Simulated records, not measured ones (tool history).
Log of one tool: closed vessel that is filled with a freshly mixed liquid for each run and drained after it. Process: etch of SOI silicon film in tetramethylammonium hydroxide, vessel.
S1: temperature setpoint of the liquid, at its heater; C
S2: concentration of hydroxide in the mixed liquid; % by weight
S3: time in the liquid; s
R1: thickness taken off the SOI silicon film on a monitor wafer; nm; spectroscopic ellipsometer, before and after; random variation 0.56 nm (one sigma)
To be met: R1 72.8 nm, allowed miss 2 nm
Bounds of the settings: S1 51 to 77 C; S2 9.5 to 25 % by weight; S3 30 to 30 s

run 1 hour=0 | S1=64 S2=17.5 S3=30 | R1=133.77
run 2 hour=5.1 | S1=64 S2=15 S3=30 | R1=138.73
run 3 hour=10.2 | S1=60.5 S2=15 S3=30 | R1=112.9
run 4 hour=16.8 | S1=64.5 S2=15 S3=30 | R1=145.02
run 5 hour=23 | S1=69.5 S2=15 S3=30 | R1=194.88
run 6 hour=27.5 | S1=64.5 S2=15 S3=30 | R1=145.7
run 7 hour=36.2 | S1=61 S2=15 S3=30 | R1=116.74
run 8 hour=37.5 | S1=58.5 S2=15 S3=30 | R1=100.29
run 9 hour=46.2 | S1=57 S2=15 S3=30 | R1=91.912
run 10 hour=47.3 | S1=56 S2=15 S3=30 | R1=86.469
run 11 hour=50.5 | S1=55 S2=15 S3=30 | R1=80.392
run 12 hour=52.5 | S1=54.5 S2=15 S3=30 | R1=77.956
run 13 hour=56.1 | S1=54 S2=15 S3=30 | R1=75.727

5 next moves are on the table. One of them brings every result within its allowed miss. Which?
run A hour=59.7 | S1=54 S2=19.5 S3=30 | R1=?
run B hour=59.7 | S1=54 S2=16 S3=30 | R1=?
run C hour=59.7 | S1=53 S2=16 S3=30 | R1=?
run D hour=59.7 | S1=51 S2=12 S3=30 | R1=?
run E hour=59.7 | S1=52.5 S2=14.5 S3=30 | R1=?

move=A R1=68.372
move=B R1=73.94
move=C R1=69.269
move=D R1=69.036
move=E R1=69.768
A: takes the result that was furthest off past its target
B: meets every target
C: takes the result that was furthest off past its target
D: takes the result that was furthest off past its target
E: takes the result that was furthest off past its target
Move B is the one to make.
